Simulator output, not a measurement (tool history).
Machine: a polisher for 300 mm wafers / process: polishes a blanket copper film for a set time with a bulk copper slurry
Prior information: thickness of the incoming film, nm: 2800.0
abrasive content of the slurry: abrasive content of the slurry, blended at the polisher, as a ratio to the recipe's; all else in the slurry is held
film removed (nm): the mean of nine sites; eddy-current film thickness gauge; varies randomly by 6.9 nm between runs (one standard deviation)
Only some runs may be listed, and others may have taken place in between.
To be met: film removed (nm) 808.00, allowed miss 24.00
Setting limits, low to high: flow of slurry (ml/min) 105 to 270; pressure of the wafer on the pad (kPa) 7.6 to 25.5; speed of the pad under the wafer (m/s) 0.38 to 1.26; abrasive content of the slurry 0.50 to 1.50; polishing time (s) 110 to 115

| run | hour | flow of slurry (ml/min) | pressure of the wafer on the pad (kPa) | speed of the pad under the wafer (m/s) | abrasive content of the slurry | polishing time (s) | film removed (nm) |
|---|---|---|---|---|---|---|---|
| 1 | 0.0 | 175 | 16.5 | 0.82 | 1.00 | 110 | 669.89 |
| 2 | 2.7 | 185 | 17.2 | 0.82 | 1.00 | 110 | 693.79 |
| 3 | 3.7 | 185 | 17.9 | 0.82 | 1.00 | 110 | 713.56 |
| 4 | 8.3 | 185 | 18.6 | 0.82 | 1.00 | 110 | 740.23 |
| 5 | 12.8 | 185 | 18.6 | 0.82 | 0.80 | 110 | 705.74 |
| 6 | 16.7 | 185 | 19.3 | 0.82 | 0.80 | 110 | 721.54 |
| 7 | 18.3 | 185 | 20.0 | 0.82 | 0.80 | 110 | 732.42 |
| 8 | 19.2 | 190 | 20.7 | 0.82 | 0.80 | 110 | 760.58 |
| 9 | 22.1 | 190 | 21.4 | 0.82 | 0.80 | 110 | 778.53 |

Consider the 4 candidate settings below. Which is the only one whose results all fall within their allowed miss of target?
| A | 25.0 | 155 | 17.9 | 0.94 | 0.90 | 113 | ? |
| B | 25.0 | 170 | 22.1 | 0.76 | 0.95 | 110 | ? |
| C | 25.0 | 205 | 23.4 | 0.72 | 0.90 | 114 | ? |
| D | 25.0 | 140 | 22.1 | 0.80 | 0.90 | 110 | ? |

| move | film removed (nm) |
|---|---|
| A | 761.48 |
| B | 756.10 |
| C | 803.20 |
| D | 752.10 |
A: moves away from the targets compared with the last run
B: moves away from the targets compared with the last run
C: all results in spec
D: moves away from the targets compared with the last run
Correct choice: C, which meets every target
